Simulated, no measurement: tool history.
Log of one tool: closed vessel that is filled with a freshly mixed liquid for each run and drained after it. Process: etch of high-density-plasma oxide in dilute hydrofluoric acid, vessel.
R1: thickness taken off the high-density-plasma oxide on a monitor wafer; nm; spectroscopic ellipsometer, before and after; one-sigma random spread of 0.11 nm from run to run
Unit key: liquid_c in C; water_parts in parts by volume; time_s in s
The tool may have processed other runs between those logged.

run 1 hour=0.0 | liquid_c=22.0 water_parts=180 time_s=505 | R1=20.851
run 2 hour=9.6 | liquid_c=21.0 water_parts=190 time_s=505 | R1=18.972
run 3 hour=13.2 | liquid_c=21.0 water_parts=190 time_s=395 | R1=14.731
run 4 hour=19.5 | liquid_c=21.0 water_parts=150 time_s=395 | R1=19.348
run 5 hour=22.4 | liquid_c=18.5 water_parts=150 time_s=395 | R1=17.581
run 6 hour=24.2 | liquid_c=21.0 water_parts=150 time_s=395 | R1=19.532
run 7 hour=30.7 | liquid_c=20.0 water_parts=155 time_s=395 | R1=18.072

What does the tool deliver on the next run?
run 8 hour=38.0 | liquid_c=19.5 water_parts=160 time_s=395 | R1=?

{"run 8": {"R1": 16.977}}
